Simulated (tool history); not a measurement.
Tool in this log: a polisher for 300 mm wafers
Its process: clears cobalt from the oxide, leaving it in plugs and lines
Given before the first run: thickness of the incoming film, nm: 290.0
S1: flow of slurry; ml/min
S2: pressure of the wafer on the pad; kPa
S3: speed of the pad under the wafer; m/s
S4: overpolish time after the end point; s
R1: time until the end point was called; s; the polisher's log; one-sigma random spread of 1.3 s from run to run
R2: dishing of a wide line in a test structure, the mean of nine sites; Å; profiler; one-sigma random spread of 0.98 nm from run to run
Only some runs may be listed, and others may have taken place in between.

run	hour	S1	S2	S3	S4	R1	R2
1	0.0	150	11.0	0.88	24	102.310	428.80
2	8.7	150	12.4	0.88	24	88.355	445.17
3	11.9	150	13.1	0.88	25	86.365	485.32
4	14.7	150	13.1	0.88	24	83.905	484.73
5	15.4	150	13.1	0.88	23	84.944	452.35
6	19.1	150	13.1	0.88	13	88.057	321.02

Run 7, settings as shown, results not yet in. Your forecast:
7	21.5	150	13.1	0.88	15	?	?

{"run 7": {"R1": 82.102, "R2": 340.97}}
